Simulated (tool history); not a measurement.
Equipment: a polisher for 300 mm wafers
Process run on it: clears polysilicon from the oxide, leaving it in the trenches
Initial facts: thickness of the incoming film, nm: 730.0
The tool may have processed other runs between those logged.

run,day,flow of slurry (ml/min),pressure of the wafer on the pad (kPa),speed of the pad under the wafer (m/s),overpolish time after the end point (s),time until the end point was called (s),dishing of a wide line in a test structure (nm)
1,0,130,16.5,1.1,11,43.853,47.285
2,0.167,130,16.5,0.84,11,57.186,46.511
3,0.404,130,17.2,0.86,10,54.306,48.15
4,0.542,130,17.2,0.86,8,54.606,43.857
5,0.717,130,17.9,0.9,7,50.366,43.972
# day 1.058: head pressure recalibrated
6,1.058,130,18.6,0.94,7,50.357,43.572

The next listed run, before its measurement:
7,1.104,130,19.3,1,7,?,?

time until the end point was called (s): 46.053
dishing of a wide line in a test structure (nm): 46.305
